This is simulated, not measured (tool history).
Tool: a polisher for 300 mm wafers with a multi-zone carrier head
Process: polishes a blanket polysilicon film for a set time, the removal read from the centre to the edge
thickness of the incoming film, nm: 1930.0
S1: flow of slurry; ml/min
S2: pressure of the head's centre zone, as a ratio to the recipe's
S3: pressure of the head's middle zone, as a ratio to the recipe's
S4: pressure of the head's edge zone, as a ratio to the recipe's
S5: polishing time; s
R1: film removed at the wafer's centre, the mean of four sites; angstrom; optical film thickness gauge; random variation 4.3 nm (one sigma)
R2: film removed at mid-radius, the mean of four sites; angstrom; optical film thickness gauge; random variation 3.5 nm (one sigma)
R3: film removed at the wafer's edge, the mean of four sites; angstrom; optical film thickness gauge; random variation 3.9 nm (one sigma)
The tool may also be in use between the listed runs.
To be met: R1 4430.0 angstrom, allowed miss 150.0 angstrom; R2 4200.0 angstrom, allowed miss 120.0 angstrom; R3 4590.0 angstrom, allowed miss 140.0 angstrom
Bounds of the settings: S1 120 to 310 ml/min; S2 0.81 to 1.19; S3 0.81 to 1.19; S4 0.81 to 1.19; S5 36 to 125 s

run 1 hour=0.0 | S1=200 S2=1.00 S3=1.00 S4=1.00 S5=80 | R1=3194.3 R2=3107.1 R3=3181.7
run 2 hour=8.8 | S1=205 S2=1.01 S3=1.00 S4=1.02 S5=83 | R1=3314.0 R2=3274.9 R3=3413.9
run 3 hour=10.3 | S1=240 S2=1.01 S3=1.00 S4=1.02 S5=83 | R1=3454.3 R2=3302.3 R3=3390.4
run 4 hour=17.6 | S1=240 S2=1.01 S3=1.00 S4=0.99 S5=83 | R1=3472.5 R2=3296.4 R3=3377.1
run 5 hour=25.7 | S1=235 S2=1.02 S3=1.00 S4=1.01 S5=86 | R1=3559.1 R2=3436.1 R3=3463.6
run 6 hour=32.1 | S1=235 S2=1.02 S3=0.99 S4=1.03 S5=89 | R1=3691.7 R2=3542.5 R3=3691.1
run 7 hour=39.9 | S1=235 S2=1.03 S3=0.99 S4=1.05 S5=91 | R1=3779.5 R2=3565.2 R3=3783.9
run 8 hour=45.2 | S1=235 S2=1.04 S3=0.99 S4=1.06 S5=93 | R1=3968.0 R2=3675.8 R3=3889.7
run 9 hour=51.3 | S1=235 S2=1.04 S3=0.99 S4=1.06 S5=93 | R1=4007.1 R2=3687.8 R3=3832.8
run 10 hour=56.8 | S1=235 S2=1.03 S3=0.99 S4=1.07 S5=95 | R1=3979.4 R2=3769.9 R3=3979.4
-- hour=65.2 worn pad replaced by a new one
run 11 hour=65.2 | S1=235 S2=1.03 S3=0.99 S4=1.08 S5=96 | R1=4361.8 R2=4160.3 R3=4346.7
run 12 hour=72.3 | S1=235 S2=1.03 S3=0.98 S4=1.08 S5=96 | R1=4433.7 R2=4117.5 R3=4387.6
run 13 hour=78.7 | S1=230 S2=1.02 S3=0.98 S4=1.08 S5=96 | R1=4359.6 R2=4053.2 R3=4408.7
run 14 hour=86.1 | S1=235 S2=1.00 S3=0.98 S4=1.08 S5=96 | R1=4195.1 R2=4116.3 R3=4404.4
run 15 hour=91.1 | S1=240 S2=1.00 S3=0.98 S4=1.08 S5=96 | R1=4300.4 R2=4103.2 R3=4489.7
run 16 hour=93.5 | S1=245 S2=1.00 S3=0.98 S4=1.08 S5=96 | R1=4372.4 R2=4205.3 R3=4441.1
run 17 hour=95.1 | S1=245 S2=0.99 S3=0.96 S4=1.08 S5=96 | R1=4184.6 R2=4062.0 R3=4361.1

5 next moves are on the table. One of them brings every result within its allowed miss. Which?
run A hour=96.7 | S1=235 S2=0.97 S3=0.93 S4=1.02 S5=103 | R1=? R2=? R3=?
run B hour=96.7 | S1=295 S2=0.96 S3=1.04 S4=1.02 S5=90 | R1=? R2=? R3=?
run C hour=96.7 | S1=255 S2=0.98 S3=1.00 S4=1.00 S5=92 | R1=? R2=? R3=?
run D hour=96.7 | S1=270 S2=0.92 S3=1.00 S4=0.99 S5=93 | R1=? R2=? R3=?
run E hour=96.7 | S1=190 S2=0.93 S3=0.96 S4=1.19 S5=98 | R1=? R2=? R3=?

move=A R1=4459.8 R2=4267.5 R3=4568.8
move=B R1=3963.1 R2=4195.0 R3=4058.0
move=C R1=4066.4 R2=4087.6 R3=4068.2
move=D R1=3888.5 R2=4158.0 R3=4112.4
move=E R1=3953.9 R2=4061.3 R3=4582.3
A: meets every target
B: further off than the last run
C: further off than the last run
D: further off than the last run
E: further off than the last run
Answer: A
